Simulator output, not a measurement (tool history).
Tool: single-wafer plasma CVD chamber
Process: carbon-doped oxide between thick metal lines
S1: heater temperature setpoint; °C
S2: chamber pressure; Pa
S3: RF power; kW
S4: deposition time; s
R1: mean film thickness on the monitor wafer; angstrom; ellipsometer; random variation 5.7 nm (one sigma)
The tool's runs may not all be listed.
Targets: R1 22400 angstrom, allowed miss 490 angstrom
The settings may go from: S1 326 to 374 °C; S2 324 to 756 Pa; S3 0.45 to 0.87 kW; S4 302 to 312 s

{"run": 1, "day": 0.0, "S1": 350, "S2": 540, "S3": 0.66, "S4": 302, "R1": 16877}
{"run": 2, "day": 0.246, "S1": 344, "S2": 540, "S3": 0.66, "S4": 302, "R1": 17121}
{"run": 3, "day": 0.417, "S1": 344, "S2": 540, "S3": 0.66, "S4": 312, "R1": 17718}
{"run": 4, "day": 0.471, "S1": 344, "S2": 540, "S3": 0.66, "S4": 302, "R1": 17206}
{"day": 0.575, "done": "RF generator calibrated"}
{"run": 5, "day": 0.575, "S1": 344, "S2": 540, "S3": 0.66, "S4": 302, "R1": 17791}
{"run": 6, "day": 0.704, "S1": 342, "S2": 552, "S3": 0.675, "S4": 303, "R1": 18431}
{"run": 7, "day": 0.9, "S1": 340, "S2": 568, "S3": 0.675, "S4": 303, "R1": 18474}
{"run": 8, "day": 1.112, "S1": 340, "S2": 568, "S3": 0.675, "S4": 303, "R1": 18492}
{"run": 9, "day": 1.408, "S1": 338, "S2": 592, "S3": 0.68, "S4": 303, "R1": 18866}
{"run": 10, "day": 1.733, "S1": 337, "S2": 608, "S3": 0.69, "S4": 303, "R1": 19146}
{"run": 11, "day": 1.967, "S1": 336, "S2": 616, "S3": 0.705, "S4": 303, "R1": 19539}
{"run": 12, "day": 2.096, "S1": 335, "S2": 625, "S3": 0.715, "S4": 303, "R1": 19914}
{"run": 13, "day": 2.342, "S1": 334, "S2": 635, "S3": 0.725, "S4": 303, "R1": 20339}

Which of these 5 next moves meets every target?
{"run": "A", "day": 2.588, "S1": 339, "S2": 603, "S3": 0.665, "S4": 302, "R1": "?"}
{"run": "B", "day": 2.588, "S1": 329, "S2": 625, "S3": 0.775, "S4": 312, "R1": "?"}
{"run": "C", "day": 2.588, "S1": 337, "S2": 697, "S3": 0.62, "S4": 302, "R1": "?"}
{"run": "D", "day": 2.588, "S1": 326, "S2": 556, "S3": 0.71, "S4": 311, "R1": "?"}
{"run": "E", "day": 2.588, "S1": 326, "S2": 680, "S3": 0.81, "S4": 312, "R1": "?"}

move=A R1=18343
move=B R1=22212
move=C R1=17698
move=D R1=20431
move=E R1=23467
A: further off than the last run
B: meets every target
C: further off than the last run
D: as far off as the last run
E: takes the result that was furthest off past its target
Answer: B
